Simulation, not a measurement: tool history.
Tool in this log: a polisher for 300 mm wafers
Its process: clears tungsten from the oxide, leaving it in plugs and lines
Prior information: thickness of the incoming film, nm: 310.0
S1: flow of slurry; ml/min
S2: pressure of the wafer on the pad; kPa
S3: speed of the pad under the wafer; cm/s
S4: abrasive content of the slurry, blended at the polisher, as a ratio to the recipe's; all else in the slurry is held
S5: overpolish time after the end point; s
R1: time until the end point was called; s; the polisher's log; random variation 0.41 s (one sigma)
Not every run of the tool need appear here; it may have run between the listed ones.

run  hour   S1    S2   S3  S4  S5      R1
  1     0  165  15.9  128   1  10  101.85
  2     9  195  15.9  128   1  10  98.504
  3  12.9  195  17.2  128   1  10  92.227
  4  15.3  200  19.3  136   1  10  79.539
  5  17.6  200  19.3  136   1   8  79.439
     24.1  -- slurry blender recalibrated
  6  24.1  230  19.3  136   1   8  72.212
  7  30.7  230  19.3  136   1   8  73.547

What does the tool deliver on the next run?
  8  39.6  235  20.7  142   1   8   ?

R1: 65.701 s

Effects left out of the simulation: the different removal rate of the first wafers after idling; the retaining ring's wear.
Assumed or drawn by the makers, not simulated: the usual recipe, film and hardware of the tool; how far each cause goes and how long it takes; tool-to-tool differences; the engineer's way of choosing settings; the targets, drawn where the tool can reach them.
